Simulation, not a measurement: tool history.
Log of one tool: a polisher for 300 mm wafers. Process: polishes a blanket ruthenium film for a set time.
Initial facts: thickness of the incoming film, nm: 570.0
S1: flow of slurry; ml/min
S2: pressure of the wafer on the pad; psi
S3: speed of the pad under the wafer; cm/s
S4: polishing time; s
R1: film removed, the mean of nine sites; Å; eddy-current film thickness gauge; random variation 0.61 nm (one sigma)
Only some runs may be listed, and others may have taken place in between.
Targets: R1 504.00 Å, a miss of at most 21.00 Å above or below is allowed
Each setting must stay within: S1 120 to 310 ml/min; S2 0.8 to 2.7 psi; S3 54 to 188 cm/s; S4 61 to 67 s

run  hour   S1   S2   S3  S4      R1
  1   0.0  200  1.7  120  67  860.75
  2   4.1  200  1.7  120  67  844.29
  3  11.2  200  1.6  120  67  801.86
  4  13.9  200  1.6  120  67  816.37
  5  22.6  200  1.5  118  67  745.26
  6  24.3  200  1.5  118  61  691.26
  7  26.0  200  1.4  118  61  655.43
  8  33.1  200  1.4  118  61  644.17
     37.4  -- head pressure recalibrated
  9  37.4  200  1.4  118  61  697.25
 10  42.8  200  1.3  116  61  634.17
 11  46.7  200  1.2  116  61  590.01
 12  55.6  195  0.9  114  61  440.25
 13  60.5  205  0.9  114  61  447.15

Consider the 5 candidate settings below. Which is the only one whose results all fall within their allowed miss of target?
  A  65.4  235  1.3   84  65   ?
  B  65.4  245  0.8  160  61   ?
  C  65.4  185  1.2  106  65   ?
  D  65.4  215  0.8  118  61   ?
  E  65.4  190  1.2   94  67   ?

move      R1
   A  561.31
   B  512.62
   C  585.65
   D  408.21
   E  561.01
A: takes the biggest miss from the last run beyond its target
B: every result lands within tolerance
C: takes the biggest miss from the last run beyond its target
D: further off than the last run
E: takes the biggest miss from the last run beyond its target
The move that meets every target is B.
